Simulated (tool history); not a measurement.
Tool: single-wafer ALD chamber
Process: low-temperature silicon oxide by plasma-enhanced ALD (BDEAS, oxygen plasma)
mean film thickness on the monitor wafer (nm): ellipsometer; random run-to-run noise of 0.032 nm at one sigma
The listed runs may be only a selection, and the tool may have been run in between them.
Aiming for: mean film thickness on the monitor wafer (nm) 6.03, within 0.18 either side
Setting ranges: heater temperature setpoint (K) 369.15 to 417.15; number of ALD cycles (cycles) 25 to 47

run  hour  heater temperature setpoint (K)  number of ALD cycles (cycles)  mean film thickness on the monitor wafer (nm)
  1     0                           393.15                             36                                         4.9892
  2   2.7                           392.15                             38                                         5.2626
  3   7.1                           392.15                             40                                          5.525
  4   8.2                           392.15                             36                                         4.9856
  5   9.1                           391.15                             38                                         5.3111
  6  17.1                           391.15                             40                                         5.5659
  7  22.8                           390.15                             41                                         5.7179
  8  31.4                           390.15                             42                                         5.8161

Which one of the following 5 next-run settings gets every result inside its allowed miss? There is exactly one.
  A    40                           387.15                             41                                              ?
  B    40                           382.15                             39                                              ?
  C    40                           404.15                             45                                              ?
  D    40                           394.15                             38                                              ?
  E    40                           396.15                             40                                              ?

move  mean film thickness on the monitor wafer (nm)
   A                                         5.7788
   B                                         5.5548
   C                                         6.1152
   D                                         5.2769
   E                                         5.5309
A: further off than the last run
B: further off than the last run
C: all results land within tolerance of their targets
D: further off than the last run
E: further off than the last run
So the answer is move C, the one that meets all the targets.

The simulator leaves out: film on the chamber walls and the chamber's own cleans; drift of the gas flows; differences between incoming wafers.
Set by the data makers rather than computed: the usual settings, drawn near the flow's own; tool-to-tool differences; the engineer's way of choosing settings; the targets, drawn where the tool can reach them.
